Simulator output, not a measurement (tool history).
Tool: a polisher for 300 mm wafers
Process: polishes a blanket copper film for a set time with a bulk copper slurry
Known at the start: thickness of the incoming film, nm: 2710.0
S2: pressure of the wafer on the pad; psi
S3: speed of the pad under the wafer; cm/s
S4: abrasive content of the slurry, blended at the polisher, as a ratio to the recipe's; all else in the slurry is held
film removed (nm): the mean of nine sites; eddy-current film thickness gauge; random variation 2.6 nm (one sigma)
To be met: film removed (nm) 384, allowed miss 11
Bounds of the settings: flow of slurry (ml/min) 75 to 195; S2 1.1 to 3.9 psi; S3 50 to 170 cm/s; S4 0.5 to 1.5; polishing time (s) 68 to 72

{"run": 1, "day": 0.0, "flow of slurry (ml/min)": 125, "S2": 2.5, "S3": 110, "S4": 1, "polishing time (s)": 68, "film removed (nm)": 577.93}
{"run": 2, "day": 0.329, "flow of slurry (ml/min)": 120, "S2": 2.3, "S3": 110, "S4": 1, "polishing time (s)": 68, "film removed (nm)": 536.98}
{"run": 3, "day": 0.567, "flow of slurry (ml/min)": 120, "S2": 2.7, "S3": 110, "S4": 1, "polishing time (s)": 68, "film removed (nm)": 621.16}
{"run": 4, "day": 0.871, "flow of slurry (ml/min)": 115, "S2": 2.4, "S3": 110, "S4": 1, "polishing time (s)": 68, "film removed (nm)": 552.82}
{"run": 5, "day": 0.979, "flow of slurry (ml/min)": 110, "S2": 2.2, "S3": 110, "S4": 1, "polishing time (s)": 68, "film removed (nm)": 493.77}
{"run": 6, "day": 1.3, "flow of slurry (ml/min)": 105, "S2": 2.1, "S3": 110, "S4": 1, "polishing time (s)": 68, "film removed (nm)": 469.82}
{"run": 7, "day": 1.658, "flow of slurry (ml/min)": 105, "S2": 2.1, "S3": 110, "S4": 1, "polishing time (s)": 68, "film removed (nm)": 469.76}
{"run": 8, "day": 1.779, "flow of slurry (ml/min)": 100, "S2": 2, "S3": 110, "S4": 1, "polishing time (s)": 68, "film removed (nm)": 443.26}
{"run": 9, "day": 1.871, "flow of slurry (ml/min)": 95, "S2": 1.9, "S3": 110, "S4": 1, "polishing time (s)": 68, "film removed (nm)": 418.13}
{"run": 10, "day": 1.933, "flow of slurry (ml/min)": 90, "S2": 1.9, "S3": 110, "S4": 1, "polishing time (s)": 68, "film removed (nm)": 414.9}
{"run": 11, "day": 2.117, "flow of slurry (ml/min)": 85, "S2": 1.9, "S3": 110, "S4": 1, "polishing time (s)": 68, "film removed (nm)": 398.97}

4 next moves are on the table. One of them brings every result within its allowed miss. Which?
{"run": "A", "day": 2.3, "flow of slurry (ml/min)": 100, "S2": 1.9, "S3": 102, "S4": 0.95, "polishing time (s)": 68, "film removed (nm)": "?"}
{"run": "B", "day": 2.3, "flow of slurry (ml/min)": 90, "S2": 1.6, "S3": 122, "S4": 1.15, "polishing time (s)": 72, "film removed (nm)": "?"}
{"run": "C", "day": 2.3, "flow of slurry (ml/min)": 75, "S2": 2, "S3": 100, "S4": 1, "polishing time (s)": 68, "film removed (nm)": "?"}
{"run": "D", "day": 2.3, "flow of slurry (ml/min)": 85, "S2": 2.1, "S3": 102, "S4": 1, "polishing time (s)": 69, "film removed (nm)": "?"}

move=A film_removed_(nm)=386.25
move=B film_removed_(nm)=412.83
move=C film_removed_(nm)=364.31
move=D film_removed_(nm)=413.62
A: meets every target
B: further off than the last run
C: takes the result that was furthest off past its target
D: further off than the last run
Answer: A
